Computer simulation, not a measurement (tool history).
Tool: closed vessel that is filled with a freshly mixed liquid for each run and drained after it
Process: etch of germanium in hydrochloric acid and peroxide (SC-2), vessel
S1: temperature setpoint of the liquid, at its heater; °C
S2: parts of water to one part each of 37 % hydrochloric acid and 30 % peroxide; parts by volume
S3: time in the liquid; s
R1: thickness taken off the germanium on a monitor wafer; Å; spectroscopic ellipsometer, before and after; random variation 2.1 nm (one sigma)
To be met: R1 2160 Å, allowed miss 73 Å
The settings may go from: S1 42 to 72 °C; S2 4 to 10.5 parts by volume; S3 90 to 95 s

{"run": 1, "hour": 0.0, "S1": 58, "S2": 5.5, "S3": 90, "R1": 2565.7}
{"run": 2, "hour": 2.0, "S1": 58, "S2": 5.5, "S3": 95, "R1": 2731.2}
{"run": 3, "hour": 5.3, "S1": 58, "S2": 5.5, "S3": 90, "R1": 2558}
{"run": 4, "hour": 11.5, "S1": 58, "S2": 6.5, "S3": 90, "R1": 2547.2}
{"run": 5, "hour": 17.2, "S1": 58, "S2": 4.5, "S3": 90, "R1": 2531.8}
{"run": 6, "hour": 22.4, "S1": 57, "S2": 4.5, "S3": 90, "R1": 2477.1}
{"run": 7, "hour": 29.6, "S1": 56, "S2": 4.5, "S3": 90, "R1": 2393.7}
{"run": 8, "hour": 34.2, "S1": 55.5, "S2": 4.5, "S3": 90, "R1": 2385.1}
{"run": 9, "hour": 39.7, "S1": 55, "S2": 4.5, "S3": 90, "R1": 2311.4}
{"run": 10, "hour": 47.1, "S1": 54.5, "S2": 4.5, "S3": 90, "R1": 2328.1}
{"run": 11, "hour": 49.4, "S1": 54, "S2": 4.5, "S3": 90, "R1": 2247.3}

Which of these 4 next moves meets every target?
{"run": "A", "hour": 51.7, "S1": 53, "S2": 6, "S3": 90, "R1": "?"}
{"run": "B", "hour": 51.7, "S1": 53.5, "S2": 4, "S3": 95, "R1": "?"}
{"run": "C", "hour": 51.7, "S1": 54.5, "S2": 4.5, "S3": 90, "R1": "?"}
{"run": "D", "hour": 51.7, "S1": 55, "S2": 4, "S3": 90, "R1": "?"}

move=A R1=2185
move=B R1=2361.2
move=C R1=2306.1
move=D R1=2345.2
A: meets every target
B: further off than the last run
C: further off than the last run
D: further off than the last run
Move A is the one to make.
